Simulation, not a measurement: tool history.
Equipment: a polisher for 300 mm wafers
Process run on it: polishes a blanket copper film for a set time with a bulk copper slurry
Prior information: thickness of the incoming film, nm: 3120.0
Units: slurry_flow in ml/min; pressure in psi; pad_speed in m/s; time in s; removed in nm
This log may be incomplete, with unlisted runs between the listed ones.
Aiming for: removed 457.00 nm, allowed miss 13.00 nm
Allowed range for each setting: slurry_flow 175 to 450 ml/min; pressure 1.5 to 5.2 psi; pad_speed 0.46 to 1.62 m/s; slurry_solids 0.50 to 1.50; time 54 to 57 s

run	day	slurry_flow	pressure	pad_speed	slurry_solids	time	removed
1	0.000	290	3.3	1.04	1.00	54	557.89
2	0.271	290	3.3	1.04	1.10	54	564.43
3	0.596	290	3.1	1.04	1.10	54	533.11
4	0.838	290	3.1	1.04	1.10	54	526.69
5	1.062	290	3.0	1.04	1.10	54	511.93
6	1.350	290	2.9	1.04	1.10	54	498.48
7	1.492	290	2.9	1.04	1.10	54	492.98
8	1.821	290	2.8	1.04	1.10	54	479.47

Exactly one of the 5 candidate moves below puts every result within its allowed miss. Which one?
A	2.150	295	2.7	0.96	1.10	54	?
B	2.150	260	2.6	1.08	1.00	54	?
C	2.150	410	2.3	1.08	1.05	55	?
D	2.150	255	3.6	0.82	1.10	55	?
E	2.150	240	2.8	1.02	1.05	57	?

move	removed
A	434.54
B	456.40
C	431.12
D	496.36
E	490.80
A: pushes the last run's worst result past its target
B: all results land within tolerance of their targets
C: pushes the last run's worst result past its target
D: moves away from the targets compared with the last run
E: moves away from the targets compared with the last run
Go with B: it meets all targets.
